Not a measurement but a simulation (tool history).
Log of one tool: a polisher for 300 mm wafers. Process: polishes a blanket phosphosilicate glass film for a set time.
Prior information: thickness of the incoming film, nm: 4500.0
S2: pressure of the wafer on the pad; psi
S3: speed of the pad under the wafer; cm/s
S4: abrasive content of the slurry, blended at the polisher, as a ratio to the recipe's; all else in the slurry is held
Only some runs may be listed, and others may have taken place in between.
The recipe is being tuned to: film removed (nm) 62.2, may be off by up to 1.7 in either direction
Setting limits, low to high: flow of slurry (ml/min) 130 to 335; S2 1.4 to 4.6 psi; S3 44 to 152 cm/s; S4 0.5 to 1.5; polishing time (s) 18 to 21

run 1 hour=0 | flow_of_slurry_(ml/min)=215 S2=3 S3=98 S4=1 polishing_time_(s)=21 | film_removed_(nm)=129.06
run 2 hour=3.1 | flow_of_slurry_(ml/min)=215 S2=3 S3=98 S4=1.2 polishing_time_(s)=21 | film_removed_(nm)=138.28
run 3 hour=8.9 | flow_of_slurry_(ml/min)=215 S2=3 S3=98 S4=1.2 polishing_time_(s)=18 | film_removed_(nm)=119.17
run 4 hour=13.9 | flow_of_slurry_(ml/min)=175 S2=3 S3=98 S4=1.2 polishing_time_(s)=18 | film_removed_(nm)=115.37
run 5 hour=21.2 | flow_of_slurry_(ml/min)=165 S2=2.6 S3=96 S4=1.2 polishing_time_(s)=18 | film_removed_(nm)=98.002
run 6 hour=27.3 | flow_of_slurry_(ml/min)=160 S2=2.3 S3=96 S4=1.2 polishing_time_(s)=18 | film_removed_(nm)=87.321
run 7 hour=35.8 | flow_of_slurry_(ml/min)=150 S2=1.5 S3=94 S4=1.2 polishing_time_(s)=18 | film_removed_(nm)=56.837
run 8 hour=44.3 | flow_of_slurry_(ml/min)=160 S2=1.5 S3=94 S4=1.2 polishing_time_(s)=18 | film_removed_(nm)=57.173
run 9 hour=47.8 | flow_of_slurry_(ml/min)=165 S2=1.5 S3=94 S4=1.2 polishing_time_(s)=18 | film_removed_(nm)=57.511
run 10 hour=50.7 | flow_of_slurry_(ml/min)=170 S2=1.5 S3=94 S4=1.2 polishing_time_(s)=18 | film_removed_(nm)=57.098

5 candidate next runs follow, results not yet known. Just one meets every target within its allowed miss. Identify it.
run A hour=53.6 | flow_of_slurry_(ml/min)=180 S2=1.4 S3=96 S4=1.15 polishing_time_(s)=18 | film_removed_(nm)=?
run B hour=53.6 | flow_of_slurry_(ml/min)=270 S2=1.4 S3=70 S4=1.45 polishing_time_(s)=18 | film_removed_(nm)=?
run C hour=53.6 | flow_of_slurry_(ml/min)=225 S2=1.5 S3=74 S4=1.3 polishing_time_(s)=18 | film_removed_(nm)=?
run D hour=53.6 | flow_of_slurry_(ml/min)=150 S2=1.4 S3=90 S4=1.3 polishing_time_(s)=21 | film_removed_(nm)=?
run E hour=53.6 | flow_of_slurry_(ml/min)=130 S2=1.6 S3=86 S4=1.1 polishing_time_(s)=18 | film_removed_(nm)=?

move=A film_removed_(nm)=54.061
move=B film_removed_(nm)=49.655
move=C film_removed_(nm)=51.525
move=D film_removed_(nm)=61.649
move=E film_removed_(nm)=51.295
A: the biggest miss grows against the last run
B: the biggest miss grows against the last run
C: the biggest miss grows against the last run
D: meets every target
E: the biggest miss grows against the last run
So the answer is move D, the one that meets all the targets.

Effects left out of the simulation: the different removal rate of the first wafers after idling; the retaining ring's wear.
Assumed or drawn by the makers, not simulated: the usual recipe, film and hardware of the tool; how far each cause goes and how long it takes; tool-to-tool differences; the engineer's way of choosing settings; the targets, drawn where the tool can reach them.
